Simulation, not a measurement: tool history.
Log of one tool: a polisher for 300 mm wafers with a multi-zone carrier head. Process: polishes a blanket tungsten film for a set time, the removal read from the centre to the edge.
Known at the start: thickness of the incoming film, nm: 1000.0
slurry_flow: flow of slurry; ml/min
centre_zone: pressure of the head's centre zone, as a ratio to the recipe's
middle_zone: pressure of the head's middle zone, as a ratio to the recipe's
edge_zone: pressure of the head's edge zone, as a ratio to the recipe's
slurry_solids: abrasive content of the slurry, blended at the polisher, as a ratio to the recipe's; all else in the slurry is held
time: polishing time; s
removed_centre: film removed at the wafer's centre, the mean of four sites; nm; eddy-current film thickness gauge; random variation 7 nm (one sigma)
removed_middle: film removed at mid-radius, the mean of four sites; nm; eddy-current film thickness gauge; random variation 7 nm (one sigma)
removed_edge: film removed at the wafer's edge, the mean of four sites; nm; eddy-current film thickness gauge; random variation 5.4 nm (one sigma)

run    day  slurry_flow  centre_zone  middle_zone  edge_zone  slurry_solids  time  removed_centre  removed_middle  removed_edge
  1  0.000          120         1.00         1.00       1.00           1.00    74          387.10          380.58        395.72
  2  0.146          130         1.04         1.02       1.01           1.10    76          428.45          414.60        409.03
  3  0.271          135         1.06         1.02       1.03           1.20    80          468.54          447.53        448.87
  4  0.633          155         1.06         1.02       1.03           1.20    80          478.50          466.05        445.67
  5  0.696          155         1.09         1.02       1.03           1.25    83          520.05          484.43        476.29
  6  0.912          160         1.11         1.03       1.02           1.30    85          557.23          496.50        491.02
  7  1.279          165         1.12         1.04       1.02           1.35    86          568.71          518.10        503.53

Forecast run 8:
  8  1.629          170         1.13         1.05       1.02           1.35    88               ?               ?             ?

Run 8 gave removed_centre 593.21 nm, removed_middle 538.04 nm, removed_edge 519.91 nm.

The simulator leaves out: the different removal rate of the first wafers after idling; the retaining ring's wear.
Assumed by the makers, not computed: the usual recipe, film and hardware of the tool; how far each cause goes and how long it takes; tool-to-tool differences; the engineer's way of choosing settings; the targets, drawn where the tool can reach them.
